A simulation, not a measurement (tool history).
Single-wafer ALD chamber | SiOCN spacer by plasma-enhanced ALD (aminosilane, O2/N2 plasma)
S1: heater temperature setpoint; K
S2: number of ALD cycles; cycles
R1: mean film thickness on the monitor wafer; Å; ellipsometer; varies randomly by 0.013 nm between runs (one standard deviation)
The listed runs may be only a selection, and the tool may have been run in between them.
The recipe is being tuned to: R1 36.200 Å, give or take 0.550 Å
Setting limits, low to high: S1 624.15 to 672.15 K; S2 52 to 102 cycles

| run | hour | S1 | S2 | R1 |
|---|---|---|---|---|
| 1 | 0.0 | 648.15 | 77 | 44.892 |
| 2 | 1.0 | 648.15 | 70 | 40.770 |
| 3 | 9.8 | 656.15 | 70 | 40.850 |
| 4 | 16.1 | 656.15 | 67 | 39.347 |
| 5 | 21.6 | 651.15 | 67 | 39.198 |
|  | 22.3 | thermocouple changed; heater temperature recalibrated |
| 6 | 22.3 | 651.15 | 71 | 41.570 |
| 7 | 30.1 | 651.15 | 68 | 39.873 |
| 8 | 36.9 | 651.15 | 66 | 38.677 |
| 9 | 40.4 | 651.15 | 66 | 38.574 |
| 10 | 42.3 | 651.15 | 65 | 37.952 |
| 11 | 46.5 | 651.15 | 64 | 37.063 |
| 12 | 55.2 | 650.15 | 63 | 36.853 |

Which one of the following 4 next-run settings gets every result inside its allowed miss? There is exactly one.
| A | 63.9 | 649.15 | 64 | ? |
| B | 63.9 | 648.15 | 65 | ? |
| C | 63.9 | 657.15 | 62 | ? |
| D | 63.9 | 663.15 | 65 | ? |

| move | R1 |
|---|---|
| A | 37.532 |
| B | 38.118 |
| C | 36.359 |
| D | 38.118 |
A: misses by more than the last run did
B: misses by more than the last run did
C: each result inside its tolerance
D: misses by more than the last run did
C is the move that brings every result within its allowed miss.
